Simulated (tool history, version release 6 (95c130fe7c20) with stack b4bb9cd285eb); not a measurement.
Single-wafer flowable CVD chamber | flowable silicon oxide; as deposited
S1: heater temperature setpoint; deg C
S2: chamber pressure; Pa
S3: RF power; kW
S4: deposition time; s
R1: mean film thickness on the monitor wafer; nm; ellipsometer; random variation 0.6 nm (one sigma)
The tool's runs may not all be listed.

run  hour   S1   S2     S3   S4       R1
  1   0.0  100  145  2.000  299  273.700
  2   5.4  100  145  2.185  299  275.480
  3  12.9  100  121  2.185  299  231.670
  4  16.9  100  121  2.185  284  220.450
  5  20.7  107  121  2.185  284  167.760
  6  23.6  111  121  2.185  284  146.340
  7  27.2  114  121  2.185  284  130.890
  8  28.4  116  121  2.185  284  122.510

Run 9 comes next. What will it give?
  9  29.4  123  121  2.185  284   ?

Run 9 gave R1 98.552 nm.
